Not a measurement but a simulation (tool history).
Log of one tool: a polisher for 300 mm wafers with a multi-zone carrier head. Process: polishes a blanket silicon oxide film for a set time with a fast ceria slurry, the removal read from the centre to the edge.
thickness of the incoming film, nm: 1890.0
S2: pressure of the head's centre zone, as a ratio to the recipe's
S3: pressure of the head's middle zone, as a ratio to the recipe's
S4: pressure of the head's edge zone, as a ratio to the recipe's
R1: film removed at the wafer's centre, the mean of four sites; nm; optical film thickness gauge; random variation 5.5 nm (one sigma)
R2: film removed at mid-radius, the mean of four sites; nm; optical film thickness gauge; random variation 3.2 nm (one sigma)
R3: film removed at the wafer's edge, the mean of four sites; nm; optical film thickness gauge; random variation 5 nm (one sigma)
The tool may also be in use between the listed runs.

{"run": 1, "hour": 0.0, "flow of slurry (ml/min)": 205, "S2": 1, "S3": 1, "S4": 1, "polishing time (s)": 33, "R1": 606.96, "R2": 590.11, "R3": 586.08}
{"run": 2, "hour": 1.1, "flow of slurry (ml/min)": 205, "S2": 1.03, "S3": 1, "S4": 1, "polishing time (s)": 33, "R1": 619.74, "R2": 585.62, "R3": 603.6}
{"run": 3, "hour": 2.3, "flow of slurry (ml/min)": 205, "S2": 0.96, "S3": 1, "S4": 1, "polishing time (s)": 33, "R1": 574.57, "R2": 580.82, "R3": 592.37}
{"run": 4, "hour": 5.7, "flow of slurry (ml/min)": 195, "S2": 0.92, "S3": 0.97, "S4": 0.97, "polishing time (s)": 32, "R1": 535.93, "R2": 555.62, "R3": 564.77}
{"run": 5, "hour": 10.8, "flow of slurry (ml/min)": 195, "S2": 0.95, "S3": 0.97, "S4": 0.97, "polishing time (s)": 32, "R1": 547.97, "R2": 562.18, "R3": 579.73}
{"run": 6, "hour": 14.3, "flow of slurry (ml/min)": 195, "S2": 0.95, "S3": 0.97, "S4": 0.89, "polishing time (s)": 32, "R1": 555.7, "R2": 559.41, "R3": 543.74}
{"run": 7, "hour": 19.5, "flow of slurry (ml/min)": 185, "S2": 0.91, "S3": 0.94, "S4": 0.89, "polishing time (s)": 31, "R1": 508.22, "R2": 523.37, "R3": 522.42}
{"run": 8, "hour": 24.1, "flow of slurry (ml/min)": 175, "S2": 0.88, "S3": 0.92, "S4": 0.89, "polishing time (s)": 30, "R1": 471.55, "R2": 496.32, "R3": 501.67}

Run 9 comes next. What will it give?
{"run": 9, "hour": 32.4, "flow of slurry (ml/min)": 165, "S2": 0.86, "S3": 0.9, "S4": 0.89, "polishing time (s)": 30, "R1": "?", "R2": "?", "R3": "?"}

Run 9 gave R1 455.19 nm, R2 486.38 nm, R3 493.48 nm.
